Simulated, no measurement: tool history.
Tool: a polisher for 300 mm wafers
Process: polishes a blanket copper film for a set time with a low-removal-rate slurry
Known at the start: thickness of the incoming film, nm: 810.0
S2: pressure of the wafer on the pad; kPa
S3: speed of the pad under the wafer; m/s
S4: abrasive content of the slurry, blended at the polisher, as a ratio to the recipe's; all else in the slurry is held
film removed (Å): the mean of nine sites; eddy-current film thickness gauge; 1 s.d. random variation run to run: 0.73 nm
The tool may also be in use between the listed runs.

{"run": 1, "day": 0.0, "flow of slurry (ml/min)": 230, "S2": 15.2, "S3": 1.34, "S4": 1.0, "polishing time (s)": 17, "film removed (Å)": 419.79}
{"run": 2, "day": 0.083, "flow of slurry (ml/min)": 230, "S2": 15.9, "S3": 1.34, "S4": 1.0, "polishing time (s)": 17, "film removed (Å)": 438.78}
{"run": 3, "day": 0.183, "flow of slurry (ml/min)": 230, "S2": 15.9, "S3": 1.34, "S4": 0.9, "polishing time (s)": 17, "film removed (Å)": 418.48}
{"run": 4, "day": 0.475, "flow of slurry (ml/min)": 230, "S2": 15.9, "S3": 1.34, "S4": 0.9, "polishing time (s)": 15, "film removed (Å)": 377.9}
{"run": 5, "day": 0.688, "flow of slurry (ml/min)": 230, "S2": 15.9, "S3": 1.46, "S4": 0.9, "polishing time (s)": 15, "film removed (Å)": 410.99}
{"run": 6, "day": 0.929, "flow of slurry (ml/min)": 230, "S2": 16.5, "S3": 1.46, "S4": 0.9, "polishing time (s)": 15, "film removed (Å)": 427.17}

Run 7 is up next; what results do you expect?
{"run": 7, "day": 1.288, "flow of slurry (ml/min)": 230, "S2": 20.7, "S3": 1.5, "S4": 0.9, "polishing time (s)": 15, "film removed (Å)": "?"}

For run 7 the tool returned film removed (Å) 533.85.
